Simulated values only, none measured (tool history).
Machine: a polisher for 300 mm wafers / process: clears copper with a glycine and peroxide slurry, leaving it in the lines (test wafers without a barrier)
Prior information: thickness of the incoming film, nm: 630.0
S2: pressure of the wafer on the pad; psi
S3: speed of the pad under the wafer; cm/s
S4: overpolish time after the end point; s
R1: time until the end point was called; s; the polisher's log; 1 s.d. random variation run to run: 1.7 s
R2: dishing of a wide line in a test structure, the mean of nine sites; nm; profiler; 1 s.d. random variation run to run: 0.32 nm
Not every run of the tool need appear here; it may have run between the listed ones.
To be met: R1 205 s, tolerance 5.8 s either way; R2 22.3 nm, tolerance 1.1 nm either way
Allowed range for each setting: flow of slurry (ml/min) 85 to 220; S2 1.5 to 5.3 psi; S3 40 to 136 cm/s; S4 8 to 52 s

{"run": 1, "hour": 0.0, "flow of slurry (ml/min)": 140, "S2": 3.4, "S3": 88, "S4": 26, "R1": 103.62, "R2": 37.126}
{"run": 2, "hour": 2.5, "flow of slurry (ml/min)": 130, "S2": 3.1, "S3": 86, "S4": 23, "R1": 114.41, "R2": 35.001}
{"run": 3, "hour": 11.3, "flow of slurry (ml/min)": 120, "S2": 2.8, "S3": 84, "S4": 20, "R1": 129.4, "R2": 32.404}
{"run": 4, "hour": 19.7, "flow of slurry (ml/min)": 115, "S2": 2.6, "S3": 82, "S4": 18, "R1": 142.08, "R2": 30.457}
{"run": 5, "hour": 25.1, "flow of slurry (ml/min)": 110, "S2": 2.4, "S3": 82, "S4": 16, "R1": 150.55, "R2": 28.984}
{"run": 6, "hour": 33.7, "flow of slurry (ml/min)": 110, "S2": 2.8, "S3": 82, "S4": 16, "R1": 134.43, "R2": 30.807}
{"run": 7, "hour": 41.2, "flow of slurry (ml/min)": 105, "S2": 2.6, "S3": 82, "S4": 15, "R1": 147.41, "R2": 28}
{"run": 8, "hour": 50.0, "flow of slurry (ml/min)": 100, "S2": 2.4, "S3": 82, "S4": 14, "R1": 158.39, "R2": 26.635}
{"run": 9, "hour": 55.7, "flow of slurry (ml/min)": 95, "S2": 2.3, "S3": 82, "S4": 13, "R1": 165.25, "R2": 25.042}
{"run": 10, "hour": 61.3, "flow of slurry (ml/min)": 95, "S2": 2.2, "S3": 82, "S4": 13, "R1": 173.14, "R2": 24.399}
{"run": 11, "hour": 65.0, "flow of slurry (ml/min)": 95, "S2": 2.1, "S3": 82, "S4": 13, "R1": 177.47, "R2": 23.716}
{"run": 12, "hour": 68.7, "flow of slurry (ml/min)": 95, "S2": 2, "S3": 82, "S4": 14, "R1": 184, "R2": 24.181}
{"run": 13, "hour": 76.5, "flow of slurry (ml/min)": 90, "S2": 1.9, "S3": 82, "S4": 14, "R1": 191.84, "R2": 23.435}

5 next moves are on the table. One of them brings every result within its allowed miss. Which?
{"run": "A", "hour": 84.3, "flow of slurry (ml/min)": 95, "S2": 1.9, "S3": 82, "S4": 11, "R1": "?", "R2": "?"}
{"run": "B", "hour": 84.3, "flow of slurry (ml/min)": 120, "S2": 2.2, "S3": 54, "S4": 14, "R1": "?", "R2": "?"}
{"run": "C", "hour": 84.3, "flow of slurry (ml/min)": 85, "S2": 2.2, "S3": 66, "S4": 13, "R1": "?", "R2": "?"}
{"run": "D", "hour": 84.3, "flow of slurry (ml/min)": 110, "S2": 1.5, "S3": 80, "S4": 14, "R1": "?", "R2": "?"}
{"run": "E", "hour": 84.3, "flow of slurry (ml/min)": 125, "S2": 1.5, "S3": 104, "S4": 14, "R1": "?", "R2": "?"}

move=A R1=190.01 R2=20.186
move=B R1=215.21 R2=22.364
move=C R1=207.44 R2=21.526
move=D R1=218.51 R2=21.672
move=E R1=176.32 R2=24.196
A: moves away from the targets compared with the last run
B: takes the biggest miss from the last run beyond its target
C: every result within its allowed miss
D: takes the biggest miss from the last run beyond its target
E: moves away from the targets compared with the last run
The move that meets every target is C.
